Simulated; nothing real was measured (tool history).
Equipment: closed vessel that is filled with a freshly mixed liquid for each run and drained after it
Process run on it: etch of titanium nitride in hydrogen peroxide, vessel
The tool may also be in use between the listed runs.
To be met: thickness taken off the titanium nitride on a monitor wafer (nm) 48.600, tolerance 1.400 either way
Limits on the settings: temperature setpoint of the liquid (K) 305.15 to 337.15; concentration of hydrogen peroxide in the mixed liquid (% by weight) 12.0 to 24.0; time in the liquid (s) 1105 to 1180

run  hour  temperature setpoint of the liquid (K)  concentration of hydrogen peroxide in the mixed liquid (% by weight)  time in the liquid (s)  thickness taken off the titanium nitride on a monitor wafer (nm)
  1   0.0                                  321.15                                                                  16.0                    1105                                                            70.046
  2   7.6                                  320.15                                                                  16.0                    1105                                                            64.206
  3  12.0                                  320.15                                                                  16.0                    1105                                                            63.875
  4  20.8                                  320.15                                                                  16.0                    1105                                                            64.643
  5  25.5                                  319.65                                                                  16.0                    1105                                                            62.792
  6  33.8                                  319.15                                                                  16.0                    1105                                                            60.931
  7  39.1                                  318.65                                                                  16.0                    1105                                                            57.056
  8  43.2                                  318.15                                                                  16.0                    1105                                                            55.675
  9  49.4                                  317.65                                                                  16.0                    1105                                                            54.123

4 next moves are on the table. One of them brings every result within its allowed miss. Which?
  A  55.6                                  316.65                                                                  16.5                    1180                                                                 ?
  B  55.6                                  315.15                                                                  16.5                    1105                                                                 ?
  C  55.6                                  315.65                                                                  15.5                    1105                                                                 ?
  D  55.6                                  316.15                                                                  17.5                    1105                                                                 ?

move  thickness taken off the titanium nitride on a monitor wafer (nm)
   A                                                            52.764
   B                                                            44.114
   C                                                            45.217
   D                                                            48.181
A: an improvement on the last run, though not all results are within tolerance
B: the result that was furthest off in the last run now lies on the other side of its target
C: the result that was furthest off in the last run now lies on the other side of its target
D: hits every target within its allowed miss
The move that meets every target is D.
